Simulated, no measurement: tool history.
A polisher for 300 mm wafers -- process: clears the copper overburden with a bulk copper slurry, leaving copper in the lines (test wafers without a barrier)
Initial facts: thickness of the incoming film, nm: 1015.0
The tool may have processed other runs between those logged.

| run | day | flow of slurry (ml/min) | pressure of the wafer on the pad (psi) | speed of the pad under the wafer (cm/s) | abrasive content of the slurry | overpolish time after the end point (s) | time until the end point was called (s) | dishing of a wide line in a test structure (angstrom) |
|---|---|---|---|---|---|---|---|---|
| 1 | 0 | 255 | 2.2 | 88 | 1 | 20 | 175.46 | 663.98 |
| 2 | 0.329 | 255 | 2.2 | 88 | 0.8 | 20 | 179.03 | 655.9 |
| 3 | 0.692 | 255 | 1.7 | 88 | 0.8 | 20 | 221.48 | 554.04 |
| 4 | 0.946 | 255 | 1.4 | 88 | 0.8 | 20 | 252.59 | 503.46 |
| 5 | 0.975 | 255 | 1.4 | 88 | 0.8 | 27 | 252.9 | 594.5 |
| 6 | 1.125 | 295 | 1.4 | 88 | 0.8 | 27 | 249 | 619.47 |
| 7 | 1.188 | 295 | 1.4 | 88 | 0.8 | 30 | 253.33 | 687.26 |
| 8 | 1.212 | 295 | 1.4 | 88 | 0.8 | 30 | 247.17 | 655.14 |
| 9 | 1.342 | 295 | 1.4 | 88 | 0.8 | 32 | 245.85 | 700.01 |
| 10 | 1.425 | 295 | 1.4 | 88 | 0.8 | 33 | 247.96 | 719.37 |
| 11 | 1.754 | 295 | 1.4 | 88 | 0.8 | 34 | 243.41 | 742.85 |
| 12 | 1.779 | 295 | 1.4 | 88 | 0.8 | 34 | 244.7 | 728.17 |

Estimate the outcome of run 13 from the log above:
| 13 | 2.004 | 295 | 1.4 | 88 | 0.8 | 35 | ? | ? |

{"run 13": {"time until the end point was called (s)": 246.74, "dishing of a wide line in a test structure (angstrom)": 735.58}}

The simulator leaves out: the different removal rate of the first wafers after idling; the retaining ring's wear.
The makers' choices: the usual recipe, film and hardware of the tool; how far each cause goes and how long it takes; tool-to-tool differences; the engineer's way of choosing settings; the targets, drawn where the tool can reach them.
